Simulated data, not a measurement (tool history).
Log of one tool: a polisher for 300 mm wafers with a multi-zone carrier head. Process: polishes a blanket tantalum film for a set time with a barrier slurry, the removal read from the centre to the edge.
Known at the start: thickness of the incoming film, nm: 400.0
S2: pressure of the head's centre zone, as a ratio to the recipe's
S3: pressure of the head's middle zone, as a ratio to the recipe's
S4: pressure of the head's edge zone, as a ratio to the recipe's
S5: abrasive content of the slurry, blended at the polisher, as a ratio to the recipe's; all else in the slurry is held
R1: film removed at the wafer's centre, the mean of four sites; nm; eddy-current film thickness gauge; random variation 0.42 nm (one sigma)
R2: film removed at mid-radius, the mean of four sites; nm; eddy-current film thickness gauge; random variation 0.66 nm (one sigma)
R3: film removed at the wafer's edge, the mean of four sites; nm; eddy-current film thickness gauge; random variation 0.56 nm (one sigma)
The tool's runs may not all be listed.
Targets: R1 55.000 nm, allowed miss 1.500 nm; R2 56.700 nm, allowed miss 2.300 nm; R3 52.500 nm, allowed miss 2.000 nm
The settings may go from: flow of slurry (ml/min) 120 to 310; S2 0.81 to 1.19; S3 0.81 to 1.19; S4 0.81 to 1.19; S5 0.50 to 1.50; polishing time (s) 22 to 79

run 1 hour=0.0 | flow_of_slurry_(ml/min)=200 S2=1.00 S3=1.00 S4=1.00 S5=1.00 polishing_time_(s)=50 | R1=96.001 R2=91.923 R3=92.397
run 2 hour=3.8 | flow_of_slurry_(ml/min)=200 S2=0.99 S3=1.00 S4=0.98 S5=0.95 polishing_time_(s)=48 | R1=90.385 R2=89.623 R3=86.621
run 3 hour=6.5 | flow_of_slurry_(ml/min)=195 S2=0.98 S3=0.98 S4=0.97 S5=0.90 polishing_time_(s)=46 | R1=84.792 R2=83.442 R3=80.292
run 4 hour=8.9 | flow_of_slurry_(ml/min)=190 S2=0.97 S3=0.96 S4=0.96 S5=0.85 polishing_time_(s)=45 | R1=80.566 R2=77.228 R3=78.622
run 5 hour=11.4 | flow_of_slurry_(ml/min)=190 S2=0.97 S3=0.96 S4=0.95 S5=0.80 polishing_time_(s)=43 | R1=76.475 R2=73.585 R3=73.144
run 6 hour=14.9 | flow_of_slurry_(ml/min)=190 S2=0.96 S3=0.96 S4=0.94 S5=0.75 polishing_time_(s)=42 | R1=72.778 R2=70.868 R3=70.677
run 7 hour=20.3 | flow_of_slurry_(ml/min)=190 S2=0.96 S3=0.96 S4=0.93 S5=0.70 polishing_time_(s)=41 | R1=69.670 R2=66.557 R3=67.153
run 8 hour=28.2 | flow_of_slurry_(ml/min)=190 S2=0.96 S3=0.97 S4=0.92 S5=0.70 polishing_time_(s)=40 | R1=67.585 R2=66.453 R3=63.721
run 9 hour=30.7 | flow_of_slurry_(ml/min)=185 S2=0.95 S3=0.97 S4=0.91 S5=0.70 polishing_time_(s)=40 | R1=66.882 R2=66.315 R3=64.310
run 10 hour=31.6 | flow_of_slurry_(ml/min)=185 S2=0.95 S3=0.97 S4=0.90 S5=0.70 polishing_time_(s)=40 | R1=66.909 R2=66.083 R3=62.363
run 11 hour=35.9 | flow_of_slurry_(ml/min)=160 S2=0.86 S3=0.92 S4=0.81 S5=0.50 polishing_time_(s)=38 | R1=50.688 R2=54.101 R3=52.296

Which of these 5 next moves meets every target?
run A hour=40.2 | flow_of_slurry_(ml/min)=145 S2=0.86 S3=0.84 S4=0.86 S5=0.55 polishing_time_(s)=39 | R1=? R2=? R3=?
run B hour=40.2 | flow_of_slurry_(ml/min)=125 S2=0.81 S3=0.90 S4=0.84 S5=0.55 polishing_time_(s)=38 | R1=? R2=? R3=?
run C hour=40.2 | flow_of_slurry_(ml/min)=205 S2=0.86 S3=0.89 S4=0.89 S5=0.55 polishing_time_(s)=38 | R1=? R2=? R3=?
run D hour=40.2 | flow_of_slurry_(ml/min)=135 S2=0.93 S3=0.97 S4=0.81 S5=0.85 polishing_time_(s)=34 | R1=? R2=? R3=?
run E hour=40.2 | flow_of_slurry_(ml/min)=165 S2=0.95 S3=0.86 S4=0.87 S5=0.55 polishing_time_(s)=36 | R1=? R2=? R3=?

move=A R1=52.049 R2=52.623 R3=55.502
move=B R1=46.278 R2=52.481 R3=52.425
move=C R1=53.854 R2=56.433 R3=57.072
move=D R1=54.168 R2=56.359 R3=52.137
move=E R1=54.437 R2=50.480 R3=52.301
A: nearer than the last run, and not there yet
B: further off than the last run
C: brings the result that was furthest off to its target, and leaves another outside
D: meets every target
E: brings the result that was furthest off to its target, and leaves another outside
Move D is the one to make.
